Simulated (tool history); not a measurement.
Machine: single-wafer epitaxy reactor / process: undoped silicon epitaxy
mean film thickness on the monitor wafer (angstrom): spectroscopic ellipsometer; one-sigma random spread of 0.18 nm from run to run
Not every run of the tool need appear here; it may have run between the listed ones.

run  hour  wafer temperature setpoint (pyrometer-controlled) (deg C)  deposition time (s)  mean film thickness on the monitor wafer (angstrom)
  1   0.0                                                        630                  318                                               318.43
  2   9.1                                                        630                  292                                               295.12
  3  17.0                                                        633                  297                                               316.46
  4  21.9                                                        633                  314                                               334.11
  5  24.1                                                        636                  318                                               361.73
  6  24.8                                                        629                  318                                               312.96
  7  32.6                                                        632                  321                                               337.31
  8  34.5                                                        635                  323                                               361.03
  9  36.3                                                        637                  325                                               376.28

Predict the results of run 10:
     42.9  -- pyrometer calibrated
 10  42.9                                                        639                  328                                                    ?

{"run 10": {"mean film thickness on the monitor wafer (angstrom)": 446.62}}
